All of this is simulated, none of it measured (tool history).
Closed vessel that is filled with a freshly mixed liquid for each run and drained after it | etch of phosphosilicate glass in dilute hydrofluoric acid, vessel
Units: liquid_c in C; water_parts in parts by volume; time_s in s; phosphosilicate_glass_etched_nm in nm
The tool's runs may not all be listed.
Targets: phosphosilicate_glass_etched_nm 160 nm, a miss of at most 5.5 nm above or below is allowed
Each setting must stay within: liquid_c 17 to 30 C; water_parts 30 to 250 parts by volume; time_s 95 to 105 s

run	hour	liquid_c	water_parts	time_s	phosphosilicate_glass_etched_nm
1	0	22	140	95	109.09
2	3.5	24	135	95	122.66
3	7.1	24	165	95	98.311
4	11.9	25.5	155	95	110.02
# hour 16.3: thermometer replaced
5	16.3	26.5	145	95	138.01
6	18.6	23.5	145	95	121.69
7	25.5	25	140	95	136.5
8	31.9	25.5	140	95	136.37
9	40	26.5	140	95	144.58
10	44.3	27	140	95	144.71
11	49.7	27.5	140	95	146.77
12	56.1	28	140	95	149.64
13	63.9	28.5	140	95	153

Pick the move, out of 5, that brings all results within their allowed miss; only one does.
A	71.7	25	130	95	?
B	71.7	22.5	120	105	?
C	71.7	27	150	105	?
D	71.7	26	135	95	?
E	71.7	29	160	105	?

move	phosphosilicate_glass_etched_nm
A	144.9
B	159.25
C	146.1
D	144.09
E	145.53
A: further off than the last run
B: meets every target
C: further off than the last run
D: further off than the last run
E: further off than the last run
B is the move that brings every result within its allowed miss.

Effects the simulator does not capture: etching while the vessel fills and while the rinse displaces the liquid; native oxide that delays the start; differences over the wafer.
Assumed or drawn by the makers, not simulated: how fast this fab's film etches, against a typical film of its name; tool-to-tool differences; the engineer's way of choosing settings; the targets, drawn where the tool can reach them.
